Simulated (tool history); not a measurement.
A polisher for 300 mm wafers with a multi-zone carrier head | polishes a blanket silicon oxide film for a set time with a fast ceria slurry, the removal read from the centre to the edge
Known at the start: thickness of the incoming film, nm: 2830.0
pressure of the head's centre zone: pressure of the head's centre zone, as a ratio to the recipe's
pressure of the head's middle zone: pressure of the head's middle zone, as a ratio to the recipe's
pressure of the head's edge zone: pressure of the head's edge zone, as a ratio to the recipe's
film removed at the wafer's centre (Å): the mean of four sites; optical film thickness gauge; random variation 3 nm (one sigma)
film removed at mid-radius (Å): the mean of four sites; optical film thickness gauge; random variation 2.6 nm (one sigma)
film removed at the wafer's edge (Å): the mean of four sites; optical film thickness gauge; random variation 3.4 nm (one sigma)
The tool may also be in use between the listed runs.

run	hour	flow of slurry (ml/min)	pressure of the head's centre zone	pressure of the head's middle zone	pressure of the head's edge zone	polishing time (s)	film removed at the wafer's centre (Å)	film removed at mid-radius (Å)	film removed at the wafer's edge (Å)
1	0.0	155	1.00	1.00	1.00	37	5047.7	4935.1	4961.2
2	7.1	155	0.92	1.00	1.00	37	4503.3	4942.3	4910.5
3	11.8	145	0.90	1.00	0.98	36	4272.8	4735.3	4668.7
4	14.6	145	0.90	1.00	0.93	36	4309.4	4721.2	4658.6
5	17.6	145	0.90	0.94	0.93	36	4310.7	4504.7	4605.2
6	20.3	140	0.88	0.96	0.93	35	3993.5	4441.2	4437.6
7	22.6	135	0.87	0.97	0.92	35	3963.2	4429.1	4469.4

Run 8 comes next. What will it give?
8	26.6	120	0.81	1.07	0.91	29	?	?	?

Run 8 gave film removed at the wafer's centre (Å) 2924.7, film removed at mid-radius (Å) 3841.7, film removed at the wafer's edge (Å) 3562.4.

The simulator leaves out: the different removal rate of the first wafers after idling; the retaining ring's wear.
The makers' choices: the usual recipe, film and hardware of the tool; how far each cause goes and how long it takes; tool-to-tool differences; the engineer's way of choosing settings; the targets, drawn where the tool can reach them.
